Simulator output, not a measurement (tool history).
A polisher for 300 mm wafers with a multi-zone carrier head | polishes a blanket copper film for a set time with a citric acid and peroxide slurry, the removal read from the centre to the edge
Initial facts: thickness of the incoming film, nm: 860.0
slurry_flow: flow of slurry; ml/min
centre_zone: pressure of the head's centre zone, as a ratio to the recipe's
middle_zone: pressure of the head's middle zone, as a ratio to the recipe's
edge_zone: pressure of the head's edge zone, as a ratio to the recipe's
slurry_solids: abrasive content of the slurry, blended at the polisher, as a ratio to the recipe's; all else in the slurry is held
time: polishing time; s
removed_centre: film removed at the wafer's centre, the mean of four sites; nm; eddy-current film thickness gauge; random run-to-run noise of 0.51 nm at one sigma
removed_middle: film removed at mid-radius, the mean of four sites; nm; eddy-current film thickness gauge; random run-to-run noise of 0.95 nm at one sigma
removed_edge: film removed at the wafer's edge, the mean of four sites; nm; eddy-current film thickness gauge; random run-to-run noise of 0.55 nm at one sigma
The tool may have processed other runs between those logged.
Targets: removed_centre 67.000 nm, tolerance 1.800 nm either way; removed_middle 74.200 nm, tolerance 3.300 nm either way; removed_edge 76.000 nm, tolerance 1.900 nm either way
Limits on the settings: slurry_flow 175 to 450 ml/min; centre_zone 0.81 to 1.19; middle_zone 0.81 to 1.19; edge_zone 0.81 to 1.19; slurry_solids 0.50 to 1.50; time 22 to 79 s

run 1 hour=0.0 | slurry_flow=290 centre_zone=1.00 middle_zone=1.00 edge_zone=1.00 slurry_solids=1.00 time=50 | removed_centre=97.626 removed_middle=97.492 removed_edge=92.601
run 2 hour=6.0 | slurry_flow=290 centre_zone=1.00 middle_zone=1.00 edge_zone=1.00 slurry_solids=1.00 time=57 | removed_centre=112.740 removed_middle=108.350 removed_edge=104.900
run 3 hour=11.2 | slurry_flow=280 centre_zone=0.97 middle_zone=0.98 edge_zone=0.99 slurry_solids=0.90 time=55 | removed_centre=100.370 removed_middle=101.300 removed_edge=97.100
run 4 hour=20.1 | slurry_flow=270 centre_zone=0.94 middle_zone=0.95 edge_zone=0.98 slurry_solids=0.80 time=54 | removed_centre=94.112 removed_middle=92.296 removed_edge=90.651
run 5 hour=21.2 | slurry_flow=270 centre_zone=0.94 middle_zone=0.95 edge_zone=1.05 slurry_solids=0.80 time=54 | removed_centre=93.994 removed_middle=92.221 removed_edge=94.368
run 6 hour=26.7 | slurry_flow=260 centre_zone=0.92 middle_zone=0.95 edge_zone=1.05 slurry_solids=0.75 time=53 | removed_centre=88.280 removed_middle=87.013 removed_edge=89.868
run 7 hour=31.8 | slurry_flow=250 centre_zone=0.90 middle_zone=0.96 edge_zone=1.06 slurry_solids=0.70 time=52 | removed_centre=83.373 removed_middle=85.211 removed_edge=86.924
run 8 hour=37.1 | slurry_flow=240 centre_zone=0.88 middle_zone=0.96 edge_zone=1.06 slurry_solids=0.65 time=51 | removed_centre=77.113 removed_middle=81.241 removed_edge=82.410
run 9 hour=38.1 | slurry_flow=230 centre_zone=0.87 middle_zone=0.96 edge_zone=1.06 slurry_solids=0.65 time=51 | removed_centre=76.935 removed_middle=80.568 removed_edge=82.786
run 10 hour=46.6 | slurry_flow=225 centre_zone=0.86 middle_zone=0.96 edge_zone=1.06 slurry_solids=0.60 time=51 | removed_centre=73.381 removed_middle=78.140 removed_edge=79.137
run 11 hour=51.4 | slurry_flow=220 centre_zone=0.85 middle_zone=0.96 edge_zone=1.06 slurry_solids=0.60 time=51 | removed_centre=72.187 removed_middle=78.740 removed_edge=78.903
run 12 hour=57.1 | slurry_flow=215 centre_zone=0.84 middle_zone=0.95 edge_zone=1.06 slurry_solids=0.60 time=51 | removed_centre=71.792 removed_middle=78.704 removed_edge=79.357
run 13 hour=65.2 | slurry_flow=210 centre_zone=0.83 middle_zone=0.94 edge_zone=1.06 slurry_solids=0.60 time=51 | removed_centre=71.153 removed_middle=76.127 removed_edge=79.355
run 14 hour=66.3 | slurry_flow=195 centre_zone=0.81 middle_zone=0.96 edge_zone=1.05 slurry_solids=0.50 time=50 | removed_centre=63.742 removed_middle=70.478 removed_edge=71.386
run 15 hour=70.8 | slurry_flow=205 centre_zone=0.81 middle_zone=0.96 edge_zone=1.06 slurry_solids=0.50 time=50 | removed_centre=64.449 removed_middle=72.460 removed_edge=71.167
run 16 hour=75.1 | slurry_flow=210 centre_zone=0.81 middle_zone=0.96 edge_zone=1.07 slurry_solids=0.50 time=50 | removed_centre=63.323 removed_middle=71.732 removed_edge=71.445
run 17 hour=79.1 | slurry_flow=210 centre_zone=0.82 middle_zone=0.96 edge_zone=1.08 slurry_solids=0.50 time=50 | removed_centre=63.862 removed_middle=70.813 removed_edge=72.928
run 18 hour=81.6 | slurry_flow=210 centre_zone=0.83 middle_zone=0.97 edge_zone=1.08 slurry_solids=0.50 time=50 | removed_centre=64.098 removed_middle=70.200 removed_edge=72.905
-- hour=82.6 edge zone pressure recalibrated
run 19 hour=82.6 | slurry_flow=220 centre_zone=0.83 middle_zone=0.97 edge_zone=1.08 slurry_solids=0.50 time=50 | removed_centre=64.909 removed_middle=71.538 removed_edge=75.894

Exercise: of the 5 proposed moves below, exactly one satisfies all targets within the stated allowed misses. Which move is it?
run A hour=83.6 | slurry_flow=245 centre_zone=0.83 middle_zone=0.93 edge_zone=1.12 slurry_solids=0.50 time=48 | removed_centre=? removed_middle=? removed_edge=?
run B hour=83.6 | slurry_flow=210 centre_zone=0.81 middle_zone=0.94 edge_zone=1.03 slurry_solids=0.75 time=45 | removed_centre=? removed_middle=? removed_edge=?
run C hour=83.6 | slurry_flow=245 centre_zone=0.84 middle_zone=0.98 edge_zone=1.14 slurry_solids=0.50 time=51 | removed_centre=? removed_middle=? removed_edge=?
run D hour=83.6 | slurry_flow=225 centre_zone=0.90 middle_zone=0.94 edge_zone=1.15 slurry_solids=0.50 time=49 | removed_centre=? removed_middle=? removed_edge=?
run E hour=83.6 | slurry_flow=225 centre_zone=0.85 middle_zone=1.02 edge_zone=0.96 slurry_solids=0.60 time=50 | removed_centre=? removed_middle=? removed_edge=?

move=A removed_centre=62.785 removed_middle=68.899 removed_edge=74.589
move=B removed_centre=65.888 removed_middle=74.357 removed_edge=77.038
move=C removed_centre=67.288 removed_middle=76.484 removed_edge=79.875
move=D removed_centre=67.091 removed_middle=70.247 removed_edge=76.539
move=E removed_centre=70.744 removed_middle=82.581 removed_edge=77.138
A: further off than the last run
B: hits every target within its allowed miss
C: puts the biggest miss on target and leaves a different result outside tolerance
D: puts the biggest miss on target and leaves a different result outside tolerance
E: the result that was furthest off in the last run now lies on the other side of its target
So the answer is move B, the one that meets all the targets.
